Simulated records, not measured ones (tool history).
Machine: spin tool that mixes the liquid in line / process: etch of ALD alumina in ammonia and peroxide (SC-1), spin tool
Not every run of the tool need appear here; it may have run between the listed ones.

run  hour  temperature setpoint of the liquid (C)  parts of 29 % ammonia solution to one part of 30 % peroxide (parts by volume)  time under the liquid (s)  thickness taken off the ALD alumina on a monitor wafer (nm)
  1     0                                      60                                                                            0.4                         70                                                       6.6166
  2   8.8                                    61.5                                                                            0.4                         70                                                       7.1778
  3  12.2                                    62.5                                                                            0.4                         70                                                       7.5307
  4  21.2                                    62.5                                                                            0.4                         75                                                       8.0823
  5  27.8                                    62.5                                                                            0.4                         75                                                       7.9938
  6  28.6                                      60                                                                            0.4                         75                                                       7.1062
  7  29.5                                      60                                                                            0.4                         75                                                       7.0976

Run 8 has not been measured yet. What should we expect?
  8  36.5                                      61                                                                            0.4                         75                                                            ?

thickness taken off the ALD alumina on a monitor wafer (nm): 7.4247

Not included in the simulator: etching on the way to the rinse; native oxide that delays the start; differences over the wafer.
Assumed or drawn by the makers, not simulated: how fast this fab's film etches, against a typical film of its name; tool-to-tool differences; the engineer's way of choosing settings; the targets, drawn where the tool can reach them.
